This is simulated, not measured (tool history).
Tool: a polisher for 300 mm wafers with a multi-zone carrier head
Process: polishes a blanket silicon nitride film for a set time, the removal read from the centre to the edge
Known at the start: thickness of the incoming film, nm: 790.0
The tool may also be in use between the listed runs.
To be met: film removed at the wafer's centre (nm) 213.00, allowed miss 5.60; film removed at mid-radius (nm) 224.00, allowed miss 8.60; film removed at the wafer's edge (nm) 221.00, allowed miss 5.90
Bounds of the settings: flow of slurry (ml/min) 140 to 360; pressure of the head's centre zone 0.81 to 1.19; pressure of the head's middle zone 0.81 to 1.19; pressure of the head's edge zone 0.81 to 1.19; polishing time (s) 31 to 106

run  hour  flow of slurry (ml/min)  pressure of the head's centre zone  pressure of the head's middle zone  pressure of the head's edge zone  polishing time (s)  film removed at the wafer's centre (nm)  film removed at mid-radius (nm)  film removed at the wafer's edge (nm)
  1   0.0                      230                                1.00                                1.00                              1.00                  68                                   159.03                           157.91                                 153.00
  2   4.3                      230                                1.00                                1.00                              1.06                  68                                   158.55                           157.68                                 155.20
  3   6.3                      190                                1.00                                1.00                              1.06                  68                                   154.74                           153.93                                 152.40
  4  11.2                      200                                1.00                                1.01                              1.08                  71                                   162.86                           161.56                                 164.31
  5  19.9                      210                                1.01                                1.03                              1.09                  73                                   169.03                           169.28                                 168.46
  6  20.5                      215                                1.01                                1.04                              1.10                  75                                   174.24                           179.98                                 176.44
  7  22.3                      220                                1.01                                1.04                              1.11                  77                                   179.69                           181.98                                 181.73
  8  26.7                      225                                1.01                                1.05                              1.12                  79                                   183.68                           190.32                                 184.14
  9  33.4                      225                                1.01                                1.05                              1.12                  79                                   184.18                           190.40                                 188.68
 10  42.3                      285                                1.03                                1.09                              1.19                  87                                   213.09                           221.71                                 213.49

Which of these 5 next moves meets every target?
  A  51.2                      275                                1.05                                1.07                              1.06                  88                                        ?                                ?                                      ?
  B  51.2                      275                                1.01                                1.08                              1.19                  89                                        ?                                ?                                      ?
  C  51.2                      240                                1.03                                1.16                              1.11                  88                                        ?                                ?                                      ?
  D  51.2                      315                                1.04                                1.11                              1.14                  82                                        ?                                ?                                      ?
  E  51.2                      300                                1.07                                1.11                              1.13                  84                                        ?                                ?                                      ?

move  film removed at the wafer's centre (nm)  film removed at mid-radius (nm)  film removed at the wafer's edge (nm)
   A                                   220.54                           218.34                                 208.13
   B                                   215.86                           222.59                                 220.23
   C                                   213.44                           230.45                                 209.14
   D                                   206.97                           212.78                                 201.43
   E                                   216.08                           216.93                                 204.90
A: further off than the last run
B: meets every target
C: further off than the last run
D: further off than the last run
E: further off than the last run
The right move is B.
